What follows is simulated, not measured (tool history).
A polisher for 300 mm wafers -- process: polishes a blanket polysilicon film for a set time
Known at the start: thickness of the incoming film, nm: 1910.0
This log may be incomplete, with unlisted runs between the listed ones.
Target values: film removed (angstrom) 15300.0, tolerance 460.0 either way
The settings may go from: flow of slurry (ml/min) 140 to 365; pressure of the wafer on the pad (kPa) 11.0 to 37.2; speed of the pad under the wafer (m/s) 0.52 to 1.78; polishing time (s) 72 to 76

run  hour  flow of slurry (ml/min)  pressure of the wafer on the pad (kPa)  speed of the pad under the wafer (m/s)  polishing time (s)  film removed (angstrom)
  1   0.0                      235                                    24.1                                    1.14                  72                   9998.1
  2   5.8                      235                                    21.4                                    1.14                  72                   8710.4
  3  11.0                      240                                    24.1                                    1.14                  72                   9953.9
  4  18.7                      240                                    26.2                                    1.14                  72                  10748.0
  5  27.7                      295                                    26.2                                    1.14                  72                  11057.0
  6  32.1                      295                                    22.8                                    1.14                  72                   9396.1
  7  34.8                      295                                    25.5                                    1.14                  72                  10518.0
  8  39.1                      295                                    27.6                                    1.14                  72                  11472.0
  9  45.9                      300                                    34.5                                    1.16                  72                  14584.0
 10  53.9                      300                                    34.5                                    1.16                  72                  14362.0
 11  58.3                      300                                    35.2                                    1.16                  72                  14726.0
     61.8  -- head pressure recalibrated
 12  61.8                      300                                    35.9                                    1.16                  72                  14355.0
 13  65.1                      305                                    36.5                                    1.16                  72                  14440.0

Below are 4 possible settings for the next run. Only one of them brings all results inside the allowed miss of their targets. Which is it?
  A  68.4                      310                                    35.2                                    1.14                  74                        ?
  B  68.4                      300                                    31.0                                    1.26                  72                        ?
  C  68.4                      295                                    35.9                                    1.16                  76                        ?
  D  68.4                      315                                    35.2                                    1.14                  72                        ?

move  film removed (angstrom)
   A                  14179.0
   B                  13275.0
   C                  15009.0
   D                  13812.0
A: its largest miss is bigger than the last run's
B: its largest miss is bigger than the last run's
C: each result inside its tolerance
D: its largest miss is bigger than the last run's
The move that meets every target is C.
